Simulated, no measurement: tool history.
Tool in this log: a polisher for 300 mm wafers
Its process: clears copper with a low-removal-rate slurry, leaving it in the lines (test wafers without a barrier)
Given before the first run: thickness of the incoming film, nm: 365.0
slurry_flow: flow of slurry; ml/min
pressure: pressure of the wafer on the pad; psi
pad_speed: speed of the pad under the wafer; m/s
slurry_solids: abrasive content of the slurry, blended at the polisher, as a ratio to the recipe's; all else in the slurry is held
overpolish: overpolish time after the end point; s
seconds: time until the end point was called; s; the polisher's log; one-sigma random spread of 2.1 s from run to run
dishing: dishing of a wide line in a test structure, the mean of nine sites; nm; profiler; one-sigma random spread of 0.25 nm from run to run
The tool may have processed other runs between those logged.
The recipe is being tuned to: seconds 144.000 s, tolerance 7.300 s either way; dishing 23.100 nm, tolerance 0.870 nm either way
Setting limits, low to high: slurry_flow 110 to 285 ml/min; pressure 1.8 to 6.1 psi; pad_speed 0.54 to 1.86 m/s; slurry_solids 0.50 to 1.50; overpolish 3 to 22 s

run 1 hour=0.0 | slurry_flow=180 pressure=3.9 pad_speed=1.18 slurry_solids=1.00 overpolish=11 | seconds=100.240 dishing=26.248
run 2 hour=6.0 | slurry_flow=180 pressure=3.9 pad_speed=1.18 slurry_solids=1.10 overpolish=11 | seconds=99.601 dishing=27.482
run 3 hour=9.3 | slurry_flow=180 pressure=3.7 pad_speed=1.18 slurry_solids=1.10 overpolish=11 | seconds=104.580 dishing=25.974
run 4 hour=14.7 | slurry_flow=180 pressure=3.5 pad_speed=1.18 slurry_solids=1.10 overpolish=11 | seconds=112.900 dishing=24.904
run 5 hour=19.2 | slurry_flow=180 pressure=2.9 pad_speed=1.18 slurry_solids=1.10 overpolish=11 | seconds=135.640 dishing=21.296
run 6 hour=22.3 | slurry_flow=180 pressure=2.9 pad_speed=1.38 slurry_solids=1.10 overpolish=11 | seconds=117.910 dishing=23.354
run 7 hour=24.1 | slurry_flow=180 pressure=2.8 pad_speed=1.38 slurry_solids=1.10 overpolish=11 | seconds=121.780 dishing=22.370
run 8 hour=30.9 | slurry_flow=180 pressure=2.8 pad_speed=1.38 slurry_solids=1.10 overpolish=11 | seconds=122.800 dishing=22.873
run 9 hour=39.9 | slurry_flow=180 pressure=2.7 pad_speed=1.38 slurry_solids=1.10 overpolish=11 | seconds=127.810 dishing=21.901
run 10 hour=48.1 | slurry_flow=180 pressure=2.6 pad_speed=1.38 slurry_solids=1.10 overpolish=11 | seconds=133.440 dishing=21.093

Which of these 5 next moves meets every target?
run A hour=56.3 | slurry_flow=160 pressure=2.8 pad_speed=1.24 slurry_solids=1.10 overpolish=11 | seconds=? dishing=?
run B hour=56.3 | slurry_flow=210 pressure=2.0 pad_speed=1.84 slurry_solids=0.95 overpolish=13 | seconds=? dishing=?
run C hour=56.3 | slurry_flow=150 pressure=3.0 pad_speed=1.50 slurry_solids=1.00 overpolish=9 | seconds=? dishing=?
run D hour=56.3 | slurry_flow=220 pressure=2.3 pad_speed=1.38 slurry_solids=1.25 overpolish=10 | seconds=? dishing=?
run E hour=56.3 | slurry_flow=170 pressure=2.9 pad_speed=1.36 slurry_solids=1.05 overpolish=9 | seconds=? dishing=?

move=A seconds=137.300 dishing=21.189
move=B seconds=142.700 dishing=23.232
move=C seconds=116.860 dishing=20.551
move=D seconds=141.280 dishing=19.043
move=E seconds=125.040 dishing=19.418
A: just as far off the targets as the last run
B: every result lands within tolerance
C: its largest miss is bigger than the last run's
D: its largest miss is bigger than the last run's
E: its largest miss is bigger than the last run's
Move B is the one to make.

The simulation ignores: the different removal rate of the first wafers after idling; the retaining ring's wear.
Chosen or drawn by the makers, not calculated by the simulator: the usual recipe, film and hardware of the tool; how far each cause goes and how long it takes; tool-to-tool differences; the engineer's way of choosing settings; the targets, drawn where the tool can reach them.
